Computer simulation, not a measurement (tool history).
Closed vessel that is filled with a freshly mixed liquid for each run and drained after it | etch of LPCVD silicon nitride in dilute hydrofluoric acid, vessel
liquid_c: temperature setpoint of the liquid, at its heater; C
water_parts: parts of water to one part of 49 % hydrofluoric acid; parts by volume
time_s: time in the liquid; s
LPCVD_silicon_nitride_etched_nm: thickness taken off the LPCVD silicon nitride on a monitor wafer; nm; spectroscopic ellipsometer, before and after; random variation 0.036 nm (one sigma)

| run | hour | liquid_c | water_parts | time_s | LPCVD_silicon_nitride_etched_nm |
|---|---|---|---|---|---|
| 1 | 0.0 | 24.0 | 40 | 455 | 5.9663 |
| 2 | 2.4 | 24.0 | 40 | 300 | 3.9525 |
| 3 | 6.1 | 21.0 | 40 | 300 | 3.2318 |
| 4 | 12.9 | 22.0 | 40 | 300 | 3.4423 |
| 5 | 18.8 | 20.5 | 40 | 300 | 3.0973 |
| 6 | 27.0 | 20.5 | 40 | 455 | 4.6959 |
| 7 | 32.7 | 21.5 | 40 | 455 | 5.0118 |
| 8 | 36.1 | 22.5 | 40 | 455 | 5.3908 |
| 9 | 39.4 | 23.5 | 40 | 455 | 5.7602 |
| 10 | 45.7 | 24.0 | 40 | 455 | 5.9479 |
| 11 | 55.4 | 24.5 | 40 | 455 | 6.1943 |

Forecast run 12:
| 12 | 61.3 | 28.5 | 40 | 455 | ? |

{"run 12": {"LPCVD_silicon_nitride_etched_nm": 8.0286}}
